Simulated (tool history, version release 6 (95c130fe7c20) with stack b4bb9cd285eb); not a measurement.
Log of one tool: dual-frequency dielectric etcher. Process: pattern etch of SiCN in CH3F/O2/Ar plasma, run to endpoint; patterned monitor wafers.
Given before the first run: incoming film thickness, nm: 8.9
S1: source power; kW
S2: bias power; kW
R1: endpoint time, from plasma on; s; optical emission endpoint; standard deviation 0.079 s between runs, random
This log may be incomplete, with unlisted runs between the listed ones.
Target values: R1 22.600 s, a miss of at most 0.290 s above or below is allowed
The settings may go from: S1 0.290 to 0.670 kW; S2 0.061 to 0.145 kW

run    day     S1     S2      R1
  1  0.000  0.480  0.103  20.209
  2  0.038  0.480  0.086  22.142
  3  0.308  0.480  0.101  20.501
  4  0.512  0.400  0.101  21.889
  5  0.658  0.390  0.101  22.277
  6  0.804  0.310  0.101  24.404
  7  0.996  0.330  0.101  23.857
  8  1.167  0.330  0.101  23.695
  9  1.212  0.350  0.101  23.261
 10  1.521  0.360  0.101  22.916

Pick the move, out of 5, that brings all results within their allowed miss; only one does.
  A  1.829  0.350  0.097   ?
  B  1.829  0.350  0.098   ?
  C  1.829  0.320  0.106   ?
  D  1.829  0.380  0.095   ?
  E  1.829  0.400  0.096   ?

move      R1
   A  23.672
   B  23.546
   C  23.425
   D  23.160
   E  22.571
A: further off than the last run
B: further off than the last run
C: further off than the last run
D: further off than the last run
E: all results in spec
Answer: E
